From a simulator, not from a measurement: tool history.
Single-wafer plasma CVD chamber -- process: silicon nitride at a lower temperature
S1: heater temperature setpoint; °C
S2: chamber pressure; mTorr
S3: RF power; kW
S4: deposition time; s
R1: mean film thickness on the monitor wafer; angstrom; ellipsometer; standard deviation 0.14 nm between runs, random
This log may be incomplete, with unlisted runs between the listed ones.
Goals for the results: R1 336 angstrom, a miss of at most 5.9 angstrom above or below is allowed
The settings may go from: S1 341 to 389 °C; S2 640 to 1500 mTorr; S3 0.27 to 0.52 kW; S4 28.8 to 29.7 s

run,hour,S1,S2,S3,S4,R1
1,0,365,1070,0.395,28.8,364.21
2,7,365,1220,0.395,28.8,382.87
3,8.3,365,1140,0.39,28.8,368.82
4,16.3,365,1140,0.39,28.8,370.81
5,19.4,365,1080,0.385,28.8,361.24
6,22.7,365,1080,0.385,28.8,362.44
7,28.6,365,1030,0.38,28.8,349.15
8,30.6,365,1010,0.38,28.8,350.43
9,35.1,365,980,0.38,28.8,344.95

4 next moves are on the table. One of them brings every result within its allowed miss. Which?
A,39.6,368,1170,0.355,29.2,?
B,39.6,353,1040,0.39,29,?
C,39.6,365,980,0.365,28.9,?
D,39.6,368,980,0.385,28.8,?

move,R1
A,351.2
B,362.27
C,334.11
D,346.86
A: the biggest miss grows against the last run
B: the biggest miss grows against the last run
C: all results land within tolerance of their targets
D: the biggest miss grows against the last run
The move that meets every target is C.

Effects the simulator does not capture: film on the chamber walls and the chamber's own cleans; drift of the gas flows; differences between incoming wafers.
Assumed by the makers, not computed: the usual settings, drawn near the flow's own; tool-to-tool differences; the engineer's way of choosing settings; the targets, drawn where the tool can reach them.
